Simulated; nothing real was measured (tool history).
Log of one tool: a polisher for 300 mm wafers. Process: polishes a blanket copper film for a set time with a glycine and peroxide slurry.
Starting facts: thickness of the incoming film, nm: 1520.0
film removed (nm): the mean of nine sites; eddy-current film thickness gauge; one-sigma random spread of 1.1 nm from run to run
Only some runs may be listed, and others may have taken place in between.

run  hour  flow of slurry (ml/min)  pressure of the wafer on the pad (kPa)  speed of the pad under the wafer (m/s)  polishing time (s)  film removed (nm)
  1     0                      210                                    14.5                                    1.14                  30             117.71
  2     2                      210                                    13.8                                    1.14                  30             111.78
  3  10.7                      210                                    13.8                                    0.92                  30             95.249
  4  15.1                      210                                    13.8                                    0.92                  30             95.801
  5  22.6                      210                                    13.8                                    0.92                  27             86.052
  6  25.8                      210                                    14.5                                    0.92                  27              90.38
  7  34.3                      210                                    15.2                                    0.92                  27             93.265
  8  42.7                      210                                    15.9                                    0.92                  27             98.523

Estimate the outcome of run 9 from the log above:
  9  47.9                      215                                    16.5                                    0.92                  27                  ?

For run 9 the tool returned film removed (nm) 99.073.
